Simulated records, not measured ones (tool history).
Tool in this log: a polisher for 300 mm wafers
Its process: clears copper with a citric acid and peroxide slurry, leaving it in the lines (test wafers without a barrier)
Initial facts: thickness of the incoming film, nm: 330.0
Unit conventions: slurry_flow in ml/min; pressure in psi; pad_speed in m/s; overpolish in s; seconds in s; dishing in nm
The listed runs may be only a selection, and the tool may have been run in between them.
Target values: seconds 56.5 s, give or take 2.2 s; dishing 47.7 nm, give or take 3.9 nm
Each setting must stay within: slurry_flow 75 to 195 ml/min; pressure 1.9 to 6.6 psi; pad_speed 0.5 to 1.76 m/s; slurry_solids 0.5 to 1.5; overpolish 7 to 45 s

run  hour  slurry_flow  pressure  pad_speed  slurry_solids  overpolish  seconds  dishing
  1     0          125       4.2       1.12              1          23     89.5   42.213
  2   4.9          125       4.2       1.22              1          23    84.88   42.678
  3   6.3          125       4.4       1.22              1          22    81.45   43.104
  4   9.6          130       4.6       1.22              1          21   76.491   45.372
  5  14.2          135       4.7       1.22              1          20   75.784   42.558
  6  19.4          135       4.7       1.22            1.2          20   71.761   42.917
  7    27          135       4.8       1.22            1.2          20   70.894   44.585
  8  32.4          135       4.9       1.22            1.2          20   69.007   44.452
  9  34.7          135         5       1.22            1.2          20   67.222   46.197
 10  39.5          135       5.1       1.22            1.2          20   65.447   44.066
 11  41.3          135       5.2       1.22            1.2          20   64.217   46.381
 12  42.8          135       5.3       1.22            1.2          20   63.229   47.015
 13  45.2          140       5.6       1.22            1.2          19   59.614   48.786
 14  45.8          140       5.7       1.22            1.2          17   60.345   45.262
 15  47.4          140       5.7       1.22            1.2          17   58.874   43.872

Of the 5 settings listed for the next run, only one would bring every result within its allowed miss of target. Which one?
  A    49          130       5.5       1.56              1          27        ?        ?
  B    49          140       5.7       1.32            1.1          20        ?        ?
  C    49          130       6.3        1.2            1.1          27        ?        ?
  D    49          140       5.6       1.22            1.1          21        ?        ?
  E    49          145       6.3       1.16            1.1          27        ?        ?

move  seconds  dishing
   A   50.885    56.87
   B   55.991   50.053
   C   56.254   55.934
   D   61.527   49.071
   E   57.333   55.626
A: pushes the last run's worst result past its target
B: all results in spec
C: brings the last run's worst result on target, with another outside its allowed miss
D: the biggest miss grows against the last run
E: brings the last run's worst result on target, with another outside its allowed miss
B is the move that brings every result within its allowed miss.
